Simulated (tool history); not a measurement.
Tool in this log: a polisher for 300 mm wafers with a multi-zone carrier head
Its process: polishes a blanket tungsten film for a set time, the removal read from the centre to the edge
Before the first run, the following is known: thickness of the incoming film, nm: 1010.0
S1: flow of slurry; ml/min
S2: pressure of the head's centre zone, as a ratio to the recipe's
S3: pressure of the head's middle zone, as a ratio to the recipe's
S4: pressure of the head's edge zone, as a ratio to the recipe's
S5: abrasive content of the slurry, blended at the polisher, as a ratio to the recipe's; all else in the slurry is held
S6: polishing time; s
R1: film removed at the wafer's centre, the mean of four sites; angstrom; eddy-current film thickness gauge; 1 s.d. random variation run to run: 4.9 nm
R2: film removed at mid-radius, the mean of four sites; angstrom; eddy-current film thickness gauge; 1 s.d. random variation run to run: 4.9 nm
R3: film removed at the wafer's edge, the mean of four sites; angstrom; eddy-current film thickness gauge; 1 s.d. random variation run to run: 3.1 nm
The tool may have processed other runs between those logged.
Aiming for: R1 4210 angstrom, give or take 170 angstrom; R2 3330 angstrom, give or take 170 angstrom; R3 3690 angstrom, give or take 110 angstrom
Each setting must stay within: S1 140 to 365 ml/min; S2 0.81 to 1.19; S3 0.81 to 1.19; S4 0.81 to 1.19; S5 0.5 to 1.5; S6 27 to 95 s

run 1 hour=0 | S1=235 S2=1 S3=1 S4=1 S5=1 S6=61 | R1=2418 R2=2405.9 R3=2480
run 2 hour=7.1 | S1=240 S2=1.03 S3=1 S4=1.02 S5=1.1 S6=63 | R1=2714.9 R2=2517.7 R3=2598.9
run 3 hour=15.9 | S1=240 S2=1.03 S3=0.99 S4=1.04 S5=1.15 S6=66 | R1=2842.2 R2=2691 R3=2810.2
run 4 hour=16.8 | S1=240 S2=1.03 S3=0.99 S4=1.09 S5=1.15 S6=66 | R1=2813.4 R2=2703.7 R3=2868.1
run 5 hour=21.3 | S1=240 S2=1.03 S3=0.99 S4=1.09 S5=1.25 S6=66 | R1=2879.9 R2=2718.2 R3=2935.5
run 6 hour=25.9 | S1=240 S2=1.03 S3=1.03 S4=1.09 S5=1.25 S6=66 | R1=2886.8 R2=2812.8 R3=2912.1
run 7 hour=29.5 | S1=245 S2=1.05 S3=1.02 S4=1.1 S5=1.3 S6=68 | R1=3063.8 R2=2874.2 R3=3074.5
run 8 hour=36.4 | S1=250 S2=1.07 S3=1.03 S4=1.1 S5=1.35 S6=69 | R1=3308.4 R2=3071.4 R3=3112.7
run 9 hour=43.4 | S1=255 S2=1.09 S3=1.01 S4=1.12 S5=1.4 S6=70 | R1=3402.9 R2=2990.4 R3=3274
run 10 hour=46.7 | S1=260 S2=1.11 S3=1.02 S4=1.13 S5=1.4 S6=71 | R1=3479.4 R2=3115.5 R3=3337.9
run 11 hour=48.2 | S1=260 S2=1.12 S3=1.01 S4=1.12 S5=1.4 S6=72 | R1=3593.7 R2=3083.2 R3=3384.8

Exercise: of the 5 proposed moves below, exactly one satisfies all targets within the stated allowed misses. Which move is it?
run A hour=49.7 | S1=270 S2=0.84 S3=0.82 S4=1.19 S5=1.25 S6=83 | R1=? R2=? R3=?
run B hour=49.7 | S1=290 S2=1.01 S3=1.18 S4=1.13 S5=1.25 S6=66 | R1=? R2=? R3=?
run C hour=49.7 | S1=275 S2=1.17 S3=0.93 S4=1.06 S5=1.4 S6=81 | R1=? R2=? R3=?
run D hour=49.7 | S1=285 S2=1.15 S3=1.17 S4=1.05 S5=1.4 S6=66 | R1=? R2=? R3=?
run E hour=49.7 | S1=230 S2=0.84 S3=1 S4=1.19 S5=1.3 S6=81 | R1=? R2=? R3=?

move=A R1=2976.9 R2=3096.1 R3=3944.1
move=B R1=2881.7 R2=3177.6 R3=3060
move=C R1=4175.7 R2=3369.4 R3=3725
move=D R1=3363.3 R2=3233.1 R3=3022.3
move=E R1=2868.3 R2=3406.7 R3=3816
A: further off than the last run
B: further off than the last run
C: hits every target within its allowed miss
D: further off than the last run
E: further off than the last run
The right move is C.
